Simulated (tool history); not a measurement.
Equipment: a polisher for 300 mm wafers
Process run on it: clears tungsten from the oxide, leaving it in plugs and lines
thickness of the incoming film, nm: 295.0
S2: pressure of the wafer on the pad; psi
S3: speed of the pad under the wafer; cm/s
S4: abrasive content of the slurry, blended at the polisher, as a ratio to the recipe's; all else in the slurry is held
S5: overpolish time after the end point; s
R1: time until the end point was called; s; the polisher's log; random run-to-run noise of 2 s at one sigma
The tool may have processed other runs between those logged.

{"run": 1, "hour": 0.0, "flow of slurry (ml/min)": 300, "S2": 2.3, "S3": 142, "S4": 1.0, "S5": 8, "R1": 81.129}
{"run": 2, "hour": 1.3, "flow of slurry (ml/min)": 245, "S2": 2.3, "S3": 142, "S4": 1.0, "S5": 8, "R1": 77.787}
{"run": 3, "hour": 6.3, "flow of slurry (ml/min)": 245, "S2": 2.3, "S3": 158, "S4": 1.0, "S5": 8, "R1": 73.152}
{"run": 4, "hour": 7.4, "flow of slurry (ml/min)": 245, "S2": 2.2, "S3": 156, "S4": 1.0, "S5": 8, "R1": 76.853}
{"run": 5, "hour": 13.8, "flow of slurry (ml/min)": 245, "S2": 2.1, "S3": 156, "S4": 1.0, "S5": 8, "R1": 80.524}
{"hour": 20.0, "done": "slurry nozzle cleaned"}
{"run": 6, "hour": 20.0, "flow of slurry (ml/min)": 245, "S2": 2.0, "S3": 156, "S4": 1.0, "S5": 8, "R1": 83.479}

What will run 7 give?
{"run": 7, "hour": 26.7, "flow of slurry (ml/min)": 245, "S2": 1.9, "S3": 156, "S4": 1.0, "S5": 8, "R1": "?"}

R1: 87.174 s

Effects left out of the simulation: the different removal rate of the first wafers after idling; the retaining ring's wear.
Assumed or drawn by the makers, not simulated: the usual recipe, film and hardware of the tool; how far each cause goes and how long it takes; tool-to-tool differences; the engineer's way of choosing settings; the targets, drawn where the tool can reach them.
